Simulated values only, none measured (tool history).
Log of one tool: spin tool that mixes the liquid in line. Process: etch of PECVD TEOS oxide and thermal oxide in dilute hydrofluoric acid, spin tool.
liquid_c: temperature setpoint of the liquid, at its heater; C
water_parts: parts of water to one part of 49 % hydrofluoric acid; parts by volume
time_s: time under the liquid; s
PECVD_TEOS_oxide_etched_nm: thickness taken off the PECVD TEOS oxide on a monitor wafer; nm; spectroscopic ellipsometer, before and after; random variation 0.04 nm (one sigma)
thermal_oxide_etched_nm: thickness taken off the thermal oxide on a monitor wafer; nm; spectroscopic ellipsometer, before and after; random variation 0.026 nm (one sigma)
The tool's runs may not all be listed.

run  hour  liquid_c  water_parts  time_s  PECVD_TEOS_oxide_etched_nm  thermal_oxide_etched_nm
  1   0.0      22.0          120      85                      6.6574                   2.7202
  2   4.3      21.5          120      85                      6.4931                   2.6801
  3   4.8      23.5          120      85                      7.1158                   2.8897
  4  12.7      23.5          120     115                      9.4646                   3.9807
     13.6  -- hydrofluoric acid flow meter replaced
  5  13.6      22.5          125     115                      9.3492                   3.8591
  6  16.8      21.5          135     115                      8.2415                   3.3335

Forecast run 7:
  7  18.0      21.0          140     115                           ?                        ?

{"run 7": {"PECVD_TEOS_oxide_etched_nm": 7.7152, "thermal_oxide_etched_nm": 3.1843}}
